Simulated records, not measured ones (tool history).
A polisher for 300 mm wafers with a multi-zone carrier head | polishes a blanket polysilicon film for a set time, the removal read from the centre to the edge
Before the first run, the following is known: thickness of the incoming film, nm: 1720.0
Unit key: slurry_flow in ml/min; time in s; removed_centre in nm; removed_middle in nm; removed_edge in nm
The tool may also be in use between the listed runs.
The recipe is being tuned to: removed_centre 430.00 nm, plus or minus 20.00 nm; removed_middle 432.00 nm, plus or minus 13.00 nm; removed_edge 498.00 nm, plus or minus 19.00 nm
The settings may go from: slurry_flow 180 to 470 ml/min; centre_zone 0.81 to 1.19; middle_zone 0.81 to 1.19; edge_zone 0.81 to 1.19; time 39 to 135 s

{"run": 1, "hour": 0.0, "slurry_flow": 300, "centre_zone": 1.0, "middle_zone": 1.0, "edge_zone": 1.0, "time": 87, "removed_centre": 609.93, "removed_middle": 595.39, "removed_edge": 618.82}
{"run": 2, "hour": 3.9, "slurry_flow": 295, "centre_zone": 0.97, "middle_zone": 0.97, "edge_zone": 0.99, "time": 84, "removed_centre": 558.06, "removed_middle": 561.56, "removed_edge": 599.52}
{"run": 3, "hour": 7.3, "slurry_flow": 295, "centre_zone": 0.97, "middle_zone": 0.97, "edge_zone": 0.99, "time": 93, "removed_centre": 635.31, "removed_middle": 623.04, "removed_edge": 650.84}
{"run": 4, "hour": 12.0, "slurry_flow": 295, "centre_zone": 0.97, "middle_zone": 1.01, "edge_zone": 0.99, "time": 93, "removed_centre": 633.86, "removed_middle": 648.99, "removed_edge": 652.38}
{"run": 5, "hour": 14.9, "slurry_flow": 290, "centre_zone": 0.96, "middle_zone": 0.98, "edge_zone": 0.97, "time": 89, "removed_centre": 585.2, "removed_middle": 602.02, "removed_edge": 618.5}
{"run": 6, "hour": 19.4, "slurry_flow": 290, "centre_zone": 0.96, "middle_zone": 1.05, "edge_zone": 0.97, "time": 89, "removed_centre": 592.7, "removed_middle": 632.46, "removed_edge": 624.83}
{"run": 7, "hour": 22.9, "slurry_flow": 285, "centre_zone": 0.95, "middle_zone": 1.01, "edge_zone": 0.97, "time": 85, "removed_centre": 552.01, "removed_middle": 587.46, "removed_edge": 594.09}
{"run": 8, "hour": 26.8, "slurry_flow": 280, "centre_zone": 0.94, "middle_zone": 0.98, "edge_zone": 0.97, "time": 82, "removed_centre": 532.76, "removed_middle": 556.76, "removed_edge": 573.32}
{"run": 9, "hour": 28.9, "slurry_flow": 280, "centre_zone": 0.93, "middle_zone": 0.95, "edge_zone": 0.97, "time": 79, "removed_centre": 511.39, "removed_middle": 516.95, "removed_edge": 555.92}
{"run": 10, "hour": 29.6, "slurry_flow": 280, "centre_zone": 0.91, "middle_zone": 0.93, "edge_zone": 0.96, "time": 78, "removed_centre": 498.52, "removed_middle": 496.15, "removed_edge": 543.12}

Exactly one of the 5 candidate moves below puts every result within its allowed miss. Which one?
{"run": "A", "hour": 30.3, "slurry_flow": 320, "centre_zone": 0.95, "middle_zone": 0.95, "edge_zone": 1.15, "time": 64, "removed_centre": "?", "removed_middle": "?", "removed_edge": "?"}
{"run": "B", "hour": 30.3, "slurry_flow": 210, "centre_zone": 0.84, "middle_zone": 0.85, "edge_zone": 1.07, "time": 76, "removed_centre": "?", "removed_middle": "?", "removed_edge": "?"}
{"run": "C", "hour": 30.3, "slurry_flow": 235, "centre_zone": 0.96, "middle_zone": 0.9, "edge_zone": 0.98, "time": 66, "removed_centre": "?", "removed_middle": "?", "removed_edge": "?"}
{"run": "D", "hour": 30.3, "slurry_flow": 325, "centre_zone": 0.92, "middle_zone": 0.86, "edge_zone": 0.97, "time": 87, "removed_centre": "?", "removed_middle": "?", "removed_edge": "?"}
{"run": "E", "hour": 30.3, "slurry_flow": 220, "centre_zone": 1.04, "middle_zone": 0.93, "edge_zone": 0.84, "time": 92, "removed_centre": "?", "removed_middle": "?", "removed_edge": "?"}

move=A removed_centre=425.93 removed_middle=429.30 removed_edge=489.34
move=B removed_centre=430.06 removed_middle=440.65 removed_edge=538.52
move=C removed_centre=425.16 removed_middle=407.99 removed_edge=453.50
move=D removed_centre=564.39 removed_middle=538.32 removed_edge=612.77
move=E removed_centre=627.00 removed_middle=578.64 removed_edge=584.27
A: meets every target
B: brings the result that was furthest off to its target, and leaves another outside
C: carries the result that was furthest off beyond its target, to the other side
D: misses by more than the last run did
E: misses by more than the last run did
Go with A: it meets all targets.
